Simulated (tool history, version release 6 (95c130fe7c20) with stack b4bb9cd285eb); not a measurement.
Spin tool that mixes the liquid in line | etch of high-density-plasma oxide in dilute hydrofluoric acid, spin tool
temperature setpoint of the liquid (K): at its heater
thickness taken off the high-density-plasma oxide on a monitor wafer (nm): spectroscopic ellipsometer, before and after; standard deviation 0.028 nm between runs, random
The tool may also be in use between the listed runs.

| run | day | temperature setpoint of the liquid (K) | parts of water to one part of 49 % hydrofluoric acid (parts by volume) | time under the liquid (s) | thickness taken off the high-density-plasma oxide on a monitor wafer (nm) |
|---|---|---|---|---|---|
| 1 | 0 | 293.15 | 220 | 310 | 5.3411 |
| 2 | 0.092 | 292.65 | 225 | 310 | 5.0902 |
| 3 | 0.383 | 295.65 | 225 | 310 | 5.645 |
| 4 | 0.725 | 295.15 | 230 | 310 | 5.4596 |
| 5 | 0.996 | 298.15 | 230 | 310 | 6.0771 |
| 6 | 1.075 | 298.15 | 230 | 330 | 6.4339 |
| 7 | 1.262 | 297.65 | 240 | 330 | 5.9754 |

Run 8 comes next. What will it give?
| 8 | 1.629 | 297.15 | 245 | 330 | ? |

thickness taken off the high-density-plasma oxide on a monitor wafer (nm): 5.8165
